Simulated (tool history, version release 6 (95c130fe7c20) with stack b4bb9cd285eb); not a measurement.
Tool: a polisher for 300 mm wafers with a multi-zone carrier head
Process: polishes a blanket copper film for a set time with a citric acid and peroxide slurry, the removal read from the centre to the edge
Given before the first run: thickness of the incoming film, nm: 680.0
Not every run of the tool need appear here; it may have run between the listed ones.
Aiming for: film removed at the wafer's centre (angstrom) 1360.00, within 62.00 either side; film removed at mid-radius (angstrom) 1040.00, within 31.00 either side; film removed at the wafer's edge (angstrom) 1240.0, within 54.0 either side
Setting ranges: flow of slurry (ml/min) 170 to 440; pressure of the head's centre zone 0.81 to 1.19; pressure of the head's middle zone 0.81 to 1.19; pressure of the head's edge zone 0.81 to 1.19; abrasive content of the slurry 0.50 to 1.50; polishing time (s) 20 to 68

run    day  flow of slurry (ml/min)  pressure of the head's centre zone  pressure of the head's middle zone  pressure of the head's edge zone  abrasive content of the slurry  polishing time (s)  film removed at the wafer's centre (angstrom)  film removed at mid-radius (angstrom)  film removed at the wafer's edge (angstrom)
  1  0.000                      280                                1.00                                1.00                              1.00                            1.00                  44                                         914.19                                 912.59                                        903.4
  2  0.212                      280                                1.00                                1.00                              1.00                            1.00                  55                                        1122.80                                1132.00                                       1095.3
  3  0.317                      280                                1.02                                0.98                              1.02                            1.05                  55                                        1146.30                                1138.30                                       1137.0
  4  0.583                      280                                1.02                                0.98                              1.10                            1.05                  55                                        1128.20                                1145.20                                       1182.4
  5  0.646                      280                                0.96                                0.98                              1.10                            1.05                  55                                        1104.40                                1135.70                                       1170.3
  6  0.896                      280                                0.96                                0.98                              1.10                            0.90                  55                                        1055.50                                1105.50                                       1138.6
  7  1.196                      290                                1.00                                0.95                              1.09                            0.95                  55                                        1135.60                                1090.40                                       1154.5
  8  1.238                      300                                1.02                                0.93                              1.10                            0.95                  55                                        1121.10                                1061.20                                       1161.6
  9  1.467                      305                                1.05                                0.91                              1.09                            1.00                  55                                        1189.60                                1057.00                                       1175.9
 10  1.625                      310                                1.07                                0.90                              1.09                            1.00                  55                                        1211.30                                1052.60                                       1170.7
 11  1.908                      310                                1.07                                0.90                              1.09                            1.00                  55                                        1211.00                                1046.90                                       1184.6
 12  2.275                      315                                1.09                                0.89                              1.09                            1.00                  55                                        1236.90                                1042.90                                       1200.8
 13  2.338                      320                                1.10                                0.89                              1.09                            1.00                  55                                        1280.20                                1048.50                                       1198.4

5 candidate next runs follow, results not yet known. Just one meets every target within its allowed miss. Identify it.
  A  2.400                      295                                1.19                                0.88                              1.17                            0.90                  56                                              ?                                      ?                                            ?
  B  2.400                      315                                1.07                                0.87                              1.17                            0.90                  57                                              ?                                      ?                                            ?
  C  2.400                      250                                1.12                                0.89                              1.19                            0.95                  57                                              ?                                      ?                                            ?
  D  2.400                      290                                1.04                                0.93                              1.13                            1.10                  56                                              ?                                      ?                                            ?
  E  2.400                      310                                1.04                                0.92                              1.13                            0.95                  57                                              ?                                      ?                                            ?

move  film removed at the wafer's centre (angstrom)  film removed at mid-radius (angstrom)  film removed at the wafer's edge (angstrom)
   A                                        1347.00                                1037.80                                       1222.0
   B                                        1240.80                                1053.90                                       1250.2
   C                                        1276.30                                1057.50                                       1249.7
   D                                        1219.90                                1127.70                                       1244.4
   E                                        1216.30                                1113.60                                       1238.1
A: all results in spec
B: moves away from the targets compared with the last run
C: about as far from the targets as the last run
D: moves away from the targets compared with the last run
E: moves away from the targets compared with the last run
Go with A: it meets all targets.
